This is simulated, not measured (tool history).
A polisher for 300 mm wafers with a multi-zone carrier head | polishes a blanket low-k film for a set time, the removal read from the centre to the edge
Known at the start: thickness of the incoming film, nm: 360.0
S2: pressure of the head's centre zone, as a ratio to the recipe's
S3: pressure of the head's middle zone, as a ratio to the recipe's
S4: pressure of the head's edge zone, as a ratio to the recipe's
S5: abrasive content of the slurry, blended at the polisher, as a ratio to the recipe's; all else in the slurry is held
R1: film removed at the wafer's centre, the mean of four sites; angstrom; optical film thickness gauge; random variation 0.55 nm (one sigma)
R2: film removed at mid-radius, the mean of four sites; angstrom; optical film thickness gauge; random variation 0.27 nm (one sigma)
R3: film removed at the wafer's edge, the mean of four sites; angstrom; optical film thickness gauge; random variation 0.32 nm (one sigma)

{"run": 1, "hour": 0.0, "flow of slurry (ml/min)": 145, "S2": 1.0, "S3": 1.0, "S4": 1.0, "S5": 1.0, "polishing time (s)": 59, "R1": 240.35, "R2": 234.66, "R3": 223.28}
{"run": 2, "hour": 5.2, "flow of slurry (ml/min)": 145, "S2": 1.0, "S3": 1.0, "S4": 1.0, "S5": 1.2, "polishing time (s)": 59, "R1": 262.12, "R2": 256.83, "R3": 250.63}
{"run": 3, "hour": 6.9, "flow of slurry (ml/min)": 150, "S2": 1.01, "S3": 1.0, "S4": 1.04, "S5": 1.25, "polishing time (s)": 62, "R1": 279.61, "R2": 274.33, "R3": 276.15}
{"run": 4, "hour": 7.7, "flow of slurry (ml/min)": 150, "S2": 0.93, "S3": 1.0, "S4": 1.04, "S5": 1.25, "polishing time (s)": 62, "R1": 258.06, "R2": 276.43, "R3": 274.53}
{"run": 5, "hour": 16.6, "flow of slurry (ml/min)": 180, "S2": 0.93, "S3": 1.0, "S4": 1.04, "S5": 1.25, "polishing time (s)": 62, "R1": 272.58, "R2": 288.61, "R3": 280.03}
{"run": 6, "hour": 19.9, "flow of slurry (ml/min)": 175, "S2": 0.97, "S3": 1.0, "S4": 1.06, "S5": 1.3, "polishing time (s)": 65, "R1": 295.26, "R2": 307.31, "R3": 301.06}
{"hour": 22.5, "done": "worn pad replaced by a new one"}
{"run": 7, "hour": 22.5, "flow of slurry (ml/min)": 165, "S2": 1.0, "S3": 0.99, "S4": 1.07, "S5": 1.35, "polishing time (s)": 68, "R1": 363.88, "R2": 348.39, "R3": 358.41}
{"run": 8, "hour": 29.1, "flow of slurry (ml/min)": 170, "S2": 1.01, "S3": 0.99, "S4": 1.09, "S5": 1.35, "polishing time (s)": 68, "R1": 369.17, "R2": 355.72, "R3": 358.68}
{"run": 9, "hour": 31.3, "flow of slurry (ml/min)": 170, "S2": 1.01, "S3": 0.98, "S4": 1.11, "S5": 1.35, "polishing time (s)": 68, "R1": 371.2, "R2": 357.5, "R3": 361.05}

Run 10 comes next. What will it give?
{"run": 10, "hour": 34.8, "flow of slurry (ml/min)": 165, "S2": 1.01, "S3": 0.96, "S4": 1.13, "S5": 1.4, "polishing time (s)": 68, "R1": "?", "R2": "?", "R3": "?"}

R1: 363.52 angstrom
R2: 351.94 angstrom
R3: 373.52 angstrom
